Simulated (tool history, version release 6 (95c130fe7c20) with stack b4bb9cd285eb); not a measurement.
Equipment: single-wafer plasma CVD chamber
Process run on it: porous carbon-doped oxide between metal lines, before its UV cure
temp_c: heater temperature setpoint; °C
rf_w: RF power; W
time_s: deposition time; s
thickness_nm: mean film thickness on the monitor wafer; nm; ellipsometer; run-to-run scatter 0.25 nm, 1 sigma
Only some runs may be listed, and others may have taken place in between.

run	hour	temp_c	rf_w	time_s	thickness_nm
1	0.0	275	495	14.5	103.480
2	6.2	283	495	14.5	98.712
3	9.3	288	480	14.5	94.503
4	12.2	291	465	14.5	90.631
5	16.4	291	435	14.5	86.560
6	18.9	291	435	14.5	86.207

Run 7 is up next; what results do you expect?
7	19.4	292	435	14.5	?

Logged for run 7: thickness_nm 85.938 nm.
